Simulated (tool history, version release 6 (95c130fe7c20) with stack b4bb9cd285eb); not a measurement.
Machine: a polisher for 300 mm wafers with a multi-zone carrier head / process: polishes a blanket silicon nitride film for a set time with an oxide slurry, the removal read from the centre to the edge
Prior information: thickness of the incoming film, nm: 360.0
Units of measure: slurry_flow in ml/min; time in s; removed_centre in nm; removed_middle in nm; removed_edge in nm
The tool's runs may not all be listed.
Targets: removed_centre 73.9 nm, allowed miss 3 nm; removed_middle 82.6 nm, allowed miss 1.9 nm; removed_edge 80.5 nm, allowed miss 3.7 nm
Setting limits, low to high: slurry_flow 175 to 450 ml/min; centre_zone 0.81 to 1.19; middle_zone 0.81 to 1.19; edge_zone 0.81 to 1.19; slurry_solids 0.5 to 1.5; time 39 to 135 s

Run 1, day 0: slurry_flow 290 ml/min, centre_zone 1, middle_zone 1, edge_zone 1, slurry_solids 1, time 87 s. Result: removed_centre 67.259 nm, removed_middle 68.187 nm, removed_edge 69.963 nm.
Run 2, day 0.371: slurry_flow 290 ml/min, centre_zone 1, middle_zone 0.92, edge_zone 1, slurry_solids 1, time 87 s. Result: removed_centre 68.185 nm, removed_middle 64.832 nm, removed_edge 71.439 nm.
Run 3, day 0.408: slurry_flow 290 ml/min, centre_zone 1, middle_zone 0.85, edge_zone 1, slurry_solids 1, time 87 s. Result: removed_centre 66.881 nm, removed_middle 63.017 nm, removed_edge 69.501 nm.
Run 4, day 0.738: slurry_flow 290 ml/min, centre_zone 1, middle_zone 0.85, edge_zone 1, slurry_solids 1, time 78 s. Result: removed_centre 60.54 nm, removed_middle 56.131 nm, removed_edge 62.841 nm.
Run 5, day 1.067: slurry_flow 290 ml/min, centre_zone 1.03, middle_zone 0.85, edge_zone 1, slurry_solids 1, time 78 s. Result: removed_centre 63.018 nm, removed_middle 55.516 nm, removed_edge 62.128 nm.
Run 6, day 1.242: slurry_flow 300 ml/min, centre_zone 1.02, middle_zone 0.9, edge_zone 1, slurry_solids 1.05, time 78 s. Result: removed_centre 62.539 nm, removed_middle 58.817 nm, removed_edge 65.027 nm.
Run 7, day 1.292: slurry_flow 300 ml/min, centre_zone 1.02, middle_zone 0.94, edge_zone 0.98, slurry_solids 1.1, time 78 s. Result: removed_centre 63.663 nm, removed_middle 62.357 nm, removed_edge 64.636 nm.
Run 8, day 1.367: slurry_flow 305 ml/min, centre_zone 1.02, middle_zone 0.97, edge_zone 0.99, slurry_solids 1.15, time 78 s. Result: removed_centre 67.843 nm, removed_middle 64.95 nm, removed_edge 67.797 nm.
Run 9, day 1.638: slurry_flow 305 ml/min, centre_zone 1.02, middle_zone 0.97, edge_zone 0.99, slurry_solids 1.15, time 78 s. Result: removed_centre 66.305 nm, removed_middle 65.376 nm, removed_edge 67.512 nm.
Run 10, day 1.875: slurry_flow 310 ml/min, centre_zone 1.02, middle_zone 1, edge_zone 1, slurry_solids 1.2, time 78 s. Result: removed_centre 67.473 nm, removed_middle 67.136 nm, removed_edge 67.813 nm.
Run 11, day 2.15: slurry_flow 310 ml/min, centre_zone 1.01, middle_zone 1.01, edge_zone 1.01, slurry_solids 1.25, time 79 s. Result: removed_centre 68.98 nm, removed_middle 69.215 nm, removed_edge 69.453 nm.
Run 12, day 2.35: slurry_flow 310 ml/min, centre_zone 1.01, middle_zone 1.01, edge_zone 1.01, slurry_solids 1.25, time 79 s. Result: removed_centre 68.601 nm, removed_middle 69.331 nm, removed_edge 70.513 nm.
Run 13, day 2.662: slurry_flow 315 ml/min, centre_zone 1.01, middle_zone 1.03, edge_zone 1.02, slurry_solids 1.3, time 79 s. Result: removed_centre 69.14 nm, removed_middle 71.918 nm, removed_edge 71.155 nm.
Run 14, day 2.712: slurry_flow 315 ml/min, centre_zone 1.01, middle_zone 1.04, edge_zone 1.03, slurry_solids 1.35, time 80 s. Result: removed_centre 71.157 nm, removed_middle 74.159 nm, removed_edge 74.583 nm.
Run 15, day 2.804: slurry_flow 320 ml/min, centre_zone 1.01, middle_zone 1.05, edge_zone 1.04, slurry_solids 1.35, time 80 s. Result: removed_centre 71.4 nm, removed_middle 75.409 nm, removed_edge 74.49 nm.
Run 16, day 2.867: slurry_flow 325 ml/min, centre_zone 1.01, middle_zone 1.06, edge_zone 1.05, slurry_solids 1.35, time 80 s. Result: removed_centre 72.184 nm, removed_middle 74.973 nm, removed_edge 74.955 nm.

Below are 4 possible settings for the next run. Only one of them brings all results inside the allowed miss of their targets. Which is it?
Run A, day 2.929: slurry_flow 250 ml/min, centre_zone 0.81, middle_zone 0.88, edge_zone 1.19, slurry_solids 1.2, time 99 s. Result: removed_centre ?, removed_middle ?, removed_edge ?.
Run B, day 2.929: slurry_flow 345 ml/min, centre_zone 0.95, middle_zone 1.08, edge_zone 1.02, slurry_solids 1.35, time 86 s. Result: removed_centre ?, removed_middle ?, removed_edge ?.
Run C, day 2.929: slurry_flow 325 ml/min, centre_zone 0.87, middle_zone 1.1, edge_zone 1.06, slurry_solids 1.45, time 83 s. Result: removed_centre ?, removed_middle ?, removed_edge ?.
Run D, day 2.929: slurry_flow 345 ml/min, centre_zone 1.13, middle_zone 1.06, edge_zone 1.03, slurry_solids 1.3, time 75 s. Result: removed_centre ?, removed_middle ?, removed_edge ?.

move  removed_centre  removed_middle  removed_edge
   A          67.034          76.642        92.703
   B          72.274          81.711        80.048
   C          66.281          81.496        80.498
   D          71.778          69.359        69.139
A: moves toward the targets from the last run without getting all of them in spec
B: meets every target
C: corrects the largest miss of the last run, while another result sits out of spec
D: further off than the last run
So the answer is move B, the one that meets all the targets.
